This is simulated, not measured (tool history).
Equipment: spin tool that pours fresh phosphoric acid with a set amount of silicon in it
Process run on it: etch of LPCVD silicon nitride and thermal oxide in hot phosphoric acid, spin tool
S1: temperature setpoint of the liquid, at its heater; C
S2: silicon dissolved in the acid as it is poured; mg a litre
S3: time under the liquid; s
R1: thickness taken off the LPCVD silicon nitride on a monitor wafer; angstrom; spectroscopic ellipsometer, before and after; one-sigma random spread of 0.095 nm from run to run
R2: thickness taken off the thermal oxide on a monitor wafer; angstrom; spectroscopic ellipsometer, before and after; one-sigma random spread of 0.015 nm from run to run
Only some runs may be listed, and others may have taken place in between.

| run | hour | S1 | S2 | S3 | R1 | R2 |
|---|---|---|---|---|---|---|
| 1 | 0 | 163 | 15.5 | 180 | 197.57 | 3.8724 |
| 2 | 4 | 161.5 | 15.5 | 180 | 188.18 | 3.6894 |
| 3 | 6.5 | 161 | 16.5 | 175 | 179.68 | 3.3309 |
| 4 | 8.3 | 162.5 | 16.5 | 175 | 189.7 | 3.8156 |
| 5 | 13.1 | 162.5 | 16.5 | 225 | 243.38 | 4.9271 |
| 6 | 21.5 | 160.5 | 16.5 | 225 | 224.23 | 4.2545 |
| 7 | 26.3 | 160 | 17 | 215 | 214.56 | 4.0263 |
| 8 | 29.2 | 160 | 17.5 | 205 | 204.17 | 3.3147 |
| 9 | 30.5 | 160 | 17 | 195 | 193.62 | 3.1159 |
| 10 | 31.8 | 160 | 16 | 190 | 189.14 | 3.1498 |
| 11 | 36.8 | 158.5 | 15 | 135 | 128.01 | 2.005 |
| 12 | 41.5 | 159 | 15.5 | 135 | 129.47 | 2.4446 |

What does the tool deliver on the next run?
| 13 | 45.6 | 159 | 16.5 | 135 | ? | ? |

R1: 128.45 angstrom
R2: 2.3577 angstrom
